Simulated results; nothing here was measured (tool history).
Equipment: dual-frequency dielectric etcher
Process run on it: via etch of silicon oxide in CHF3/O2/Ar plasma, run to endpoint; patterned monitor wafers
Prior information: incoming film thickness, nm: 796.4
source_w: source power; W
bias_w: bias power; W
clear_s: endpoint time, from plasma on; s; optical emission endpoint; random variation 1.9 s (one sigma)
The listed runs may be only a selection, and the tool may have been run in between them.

| run | hour | source_w | bias_w | clear_s |
|---|---|---|---|---|
| 1 | 0.0 | 480 | 121 | 529.75 |
| 2 | 5.7 | 500 | 123 | 515.70 |
| 3 | 12.8 | 520 | 124 | 502.64 |
| 4 | 19.5 | 440 | 124 | 546.48 |
| 5 | 28.2 | 510 | 124 | 509.31 |
| 6 | 34.9 | 530 | 124 | 503.38 |

Run 7 comes next. What will it give?
| 7 | 43.1 | 550 | 125 | ? |

clear_s: 493.43 s

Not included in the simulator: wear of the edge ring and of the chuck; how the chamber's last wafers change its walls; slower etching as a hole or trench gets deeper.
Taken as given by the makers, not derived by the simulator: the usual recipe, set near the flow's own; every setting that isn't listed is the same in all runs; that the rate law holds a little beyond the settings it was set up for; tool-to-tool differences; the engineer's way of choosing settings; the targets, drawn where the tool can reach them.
